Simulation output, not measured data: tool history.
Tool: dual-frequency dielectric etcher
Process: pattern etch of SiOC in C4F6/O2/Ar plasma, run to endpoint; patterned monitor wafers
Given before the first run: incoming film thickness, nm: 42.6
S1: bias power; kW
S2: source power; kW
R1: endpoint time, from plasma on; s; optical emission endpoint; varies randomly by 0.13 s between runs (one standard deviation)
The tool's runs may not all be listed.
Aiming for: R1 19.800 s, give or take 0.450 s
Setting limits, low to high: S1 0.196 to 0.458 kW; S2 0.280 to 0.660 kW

run 1 hour=0.0 | S1=0.327 S2=0.470 | R1=16.395
run 2 hour=1.3 | S1=0.327 S2=0.410 | R1=17.225
run 3 hour=2.3 | S1=0.327 S2=0.440 | R1=16.613
run 4 hour=6.5 | S1=0.316 S2=0.430 | R1=17.193
run 5 hour=8.8 | S1=0.360 S2=0.430 | R1=16.458
run 6 hour=17.5 | S1=0.348 S2=0.420 | R1=16.496
-- hour=18.8 bias power generator calibrated
run 7 hour=18.8 | S1=0.335 S2=0.420 | R1=16.888
run 8 hour=23.6 | S1=0.324 S2=0.410 | R1=17.237

Exercise: of the 4 proposed moves below, exactly one satisfies all targets within the stated allowed misses. Which move is it?
run A hour=28.4 | S1=0.306 S2=0.320 | R1=?
run B hour=28.4 | S1=0.254 S2=0.370 | R1=?
run C hour=28.4 | S1=0.372 S2=0.490 | R1=?
run D hour=28.4 | S1=0.288 S2=0.300 | R1=?

move=A R1=18.909
move=B R1=19.162
move=C R1=15.286
move=D R1=19.724
A: nearer than the last run, and not there yet
B: nearer than the last run, and not there yet
C: lands further from the targets than the last run did
D: all results land within tolerance of their targets
Correct choice: D, which meets every target
